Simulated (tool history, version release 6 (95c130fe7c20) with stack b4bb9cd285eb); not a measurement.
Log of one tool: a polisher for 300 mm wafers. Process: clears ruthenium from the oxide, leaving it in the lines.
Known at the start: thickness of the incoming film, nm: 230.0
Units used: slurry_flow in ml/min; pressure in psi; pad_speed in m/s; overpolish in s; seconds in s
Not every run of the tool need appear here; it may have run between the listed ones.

run	day	slurry_flow	pressure	pad_speed	overpolish	seconds
1	0	315	2.7	1.1	13	147.11
2	0.112	315	2.7	1.1	14	149.73
3	0.2	315	2.9	1.1	14	136.52
4	0.342	270	2.9	1.1	14	138.73
5	0.704	270	3	1.1	14	137.11
6	1.079	235	3	1.1	14	134.27
7	1.262	235	3.1	1.1	14	130.79
8	1.296	235	3.2	1.1	14	126.8

Expected results for the next run?
9	1.354	235	3.3	1.1	14	?

seconds: 124.95 s
